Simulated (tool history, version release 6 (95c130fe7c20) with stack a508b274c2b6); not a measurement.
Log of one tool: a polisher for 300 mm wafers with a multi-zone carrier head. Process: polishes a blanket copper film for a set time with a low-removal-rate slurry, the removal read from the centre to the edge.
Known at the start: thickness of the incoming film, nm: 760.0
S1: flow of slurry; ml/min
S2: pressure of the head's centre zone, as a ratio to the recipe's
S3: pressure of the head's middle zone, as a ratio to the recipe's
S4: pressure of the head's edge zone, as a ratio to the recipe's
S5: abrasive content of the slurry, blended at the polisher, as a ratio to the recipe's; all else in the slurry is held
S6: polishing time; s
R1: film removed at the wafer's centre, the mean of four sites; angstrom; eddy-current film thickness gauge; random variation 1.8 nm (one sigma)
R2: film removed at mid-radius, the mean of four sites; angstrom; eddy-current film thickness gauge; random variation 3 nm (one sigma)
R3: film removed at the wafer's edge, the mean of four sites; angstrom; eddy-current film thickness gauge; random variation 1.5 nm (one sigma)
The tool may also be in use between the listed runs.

{"run": 1, "day": 0.0, "S1": 275, "S2": 1, "S3": 1, "S4": 1, "S5": 1, "S6": 53, "R1": 1474.9, "R2": 1633, "R3": 1632.6}
{"run": 2, "day": 0.35, "S1": 290, "S2": 1.03, "S3": 1.05, "S4": 1.01, "S5": 1.15, "S6": 54, "R1": 1605.6, "R2": 1785.7, "R3": 1690.5}
{"run": 3, "day": 0.396, "S1": 290, "S2": 1.03, "S3": 1.05, "S4": 1.01, "S5": 1.3, "S6": 54, "R1": 1625.5, "R2": 1843, "R3": 1757.8}
{"run": 4, "day": 0.521, "S1": 290, "S2": 1.03, "S3": 1.05, "S4": 1.01, "S5": 1.3, "S6": 65, "R1": 1934.5, "R2": 2245.1, "R3": 2084}
{"run": 5, "day": 0.608, "S1": 285, "S2": 1.03, "S3": 1.06, "S4": 0.98, "S5": 1.25, "S6": 65, "R1": 1936.3, "R2": 2224.8, "R3": 2041.9}
{"run": 6, "day": 0.921, "S1": 280, "S2": 1.03, "S3": 1.07, "S4": 0.96, "S5": 1.25, "S6": 65, "R1": 1901.1, "R2": 2280, "R3": 2019.1}
{"run": 7, "day": 1.258, "S1": 280, "S2": 1.04, "S3": 1.07, "S4": 0.95, "S5": 1.2, "S6": 65, "R1": 1938.6, "R2": 2184.1, "R3": 1980.7}

Run 8 comes next. What will it give?
{"day": 1.55, "done": "centre zone pressure recalibrated"}
{"run": 8, "day": 1.55, "S1": 280, "S2": 1.04, "S3": 1.08, "S4": 0.94, "S5": 1.2, "S6": 65, "R1": "?", "R2": "?", "R3": "?"}

{"run 8": {"R1": 2219.2, "R2": 2192.7, "R3": 1979.4}}

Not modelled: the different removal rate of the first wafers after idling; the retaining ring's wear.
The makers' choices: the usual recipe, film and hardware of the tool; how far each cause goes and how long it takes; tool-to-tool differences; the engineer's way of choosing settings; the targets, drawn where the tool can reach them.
